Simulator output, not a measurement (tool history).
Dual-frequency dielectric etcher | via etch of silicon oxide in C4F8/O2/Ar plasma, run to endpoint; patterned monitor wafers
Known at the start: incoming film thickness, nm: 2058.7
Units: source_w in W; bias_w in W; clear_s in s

run,hour,source_w,bias_w,clear_s
1,0.0,2490,2631,347.00
2,2.4,2490,2349,355.16
3,4.0,2490,2821,347.66
4,7.0,2190,2444,366.61
5,15.2,1980,2181,394.82
6,20.2,1980,1928,410.33
7,24.6,1980,1928,406.36
8,28.4,1880,1887,416.28

The next listed run, before its measurement:
9,29.6,1820,1861,?

clear_s: 422.26 s

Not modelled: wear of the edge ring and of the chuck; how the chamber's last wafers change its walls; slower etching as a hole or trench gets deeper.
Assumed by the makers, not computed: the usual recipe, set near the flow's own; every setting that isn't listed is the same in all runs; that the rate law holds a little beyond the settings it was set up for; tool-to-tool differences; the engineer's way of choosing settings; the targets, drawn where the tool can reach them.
